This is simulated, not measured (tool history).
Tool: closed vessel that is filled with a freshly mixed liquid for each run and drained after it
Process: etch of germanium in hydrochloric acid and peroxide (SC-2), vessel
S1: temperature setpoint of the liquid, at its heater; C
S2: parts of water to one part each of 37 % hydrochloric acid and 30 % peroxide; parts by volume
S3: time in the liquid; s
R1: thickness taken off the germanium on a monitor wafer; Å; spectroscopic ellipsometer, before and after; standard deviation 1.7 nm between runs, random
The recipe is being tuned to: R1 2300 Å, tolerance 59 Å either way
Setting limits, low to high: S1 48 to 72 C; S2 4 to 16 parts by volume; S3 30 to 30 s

{"run": 1, "hour": 0.0, "S1": 64, "S2": 9, "S3": 30, "R1": 1871.4}
{"run": 2, "hour": 9.0, "S1": 60.5, "S2": 9, "S3": 30, "R1": 1698.5}
{"run": 3, "hour": 12.4, "S1": 60.5, "S2": 9, "S3": 30, "R1": 1703}
{"run": 4, "hour": 19.2, "S1": 60.5, "S2": 9, "S3": 30, "R1": 1695.9}
{"run": 5, "hour": 20.5, "S1": 64, "S2": 9, "S3": 30, "R1": 1840.9}
{"run": 6, "hour": 29.3, "S1": 66.5, "S2": 8, "S3": 30, "R1": 2008}
{"run": 7, "hour": 33.6, "S1": 68, "S2": 8, "S3": 30, "R1": 2098.5}
{"run": 8, "hour": 35.7, "S1": 69, "S2": 8, "S3": 30, "R1": 2194.1}
{"run": 9, "hour": 39.2, "S1": 69.5, "S2": 8, "S3": 30, "R1": 2211.4}
{"run": 10, "hour": 40.3, "S1": 70, "S2": 8, "S3": 30, "R1": 2228.9}

Exercise: of the 5 proposed moves below, exactly one satisfies all targets within the stated allowed misses. Which move is it?
{"run": "A", "hour": 41.4, "S1": 68, "S2": 7.5, "S3": 30, "R1": "?"}
{"run": "B", "hour": 41.4, "S1": 68, "S2": 8, "S3": 30, "R1": "?"}
{"run": "C", "hour": 41.4, "S1": 69.5, "S2": 9, "S3": 30, "R1": "?"}
{"run": "D", "hour": 41.4, "S1": 70.5, "S2": 7, "S3": 30, "R1": "?"}
{"run": "E", "hour": 41.4, "S1": 72, "S2": 6, "S3": 30, "R1": "?"}

move=A R1=2118.9
move=B R1=2107.2
move=C R1=2172.1
move=D R1=2285.4
move=E R1=2408
A: misses by more than the last run did
B: misses by more than the last run did
C: misses by more than the last run did
D: in spec on every target
E: carries the result that was furthest off beyond its target, to the other side
The right move is D.
